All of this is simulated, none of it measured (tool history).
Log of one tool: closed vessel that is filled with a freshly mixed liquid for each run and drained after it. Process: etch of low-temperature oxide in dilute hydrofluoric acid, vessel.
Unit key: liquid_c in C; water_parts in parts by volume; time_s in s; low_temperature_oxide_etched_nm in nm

run,day,liquid_c,water_parts,time_s,low_temperature_oxide_etched_nm
1,0,26,205,215,19.695
2,0.304,26,160,215,26.805
3,0.504,26,220,215,17.904
4,0.554,23,220,215,16.152
5,0.712,24,210,215,17.567
6,0.858,25,200,215,19.272

Forecast run 7:
7,1.104,29,120,215,?

low_temperature_oxide_etched_nm: 40.998 nm
